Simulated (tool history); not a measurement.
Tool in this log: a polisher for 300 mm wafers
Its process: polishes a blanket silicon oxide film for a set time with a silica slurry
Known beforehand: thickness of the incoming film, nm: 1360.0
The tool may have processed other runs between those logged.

run	hour	flow of slurry (ml/min)	pressure of the wafer on the pad (kPa)	speed of the pad under the wafer (cm/s)	abrasive content of the slurry	polishing time (s)	film removed (nm)
1	0.0	240	37.9	144	1.0	70	417.74
2	6.7	240	44.1	144	1.0	70	481.51
3	14.2	240	48.3	144	1.0	70	525.39
4	17.0	200	48.3	144	1.0	70	508.84
# hour 24.1: head pressure recalibrated
5	24.1	235	48.3	144	1.0	70	495.20
6	24.7	235	42.7	136	1.0	70	418.60
7	32.0	230	38.6	136	1.0	70	381.65
8	36.1	220	28.3	134	1.0	70	278.07

Forecast run 9:
9	43.0	210	28.3	134	1.0	70	?

{"run 9": {"film removed (nm)": 275.72}}

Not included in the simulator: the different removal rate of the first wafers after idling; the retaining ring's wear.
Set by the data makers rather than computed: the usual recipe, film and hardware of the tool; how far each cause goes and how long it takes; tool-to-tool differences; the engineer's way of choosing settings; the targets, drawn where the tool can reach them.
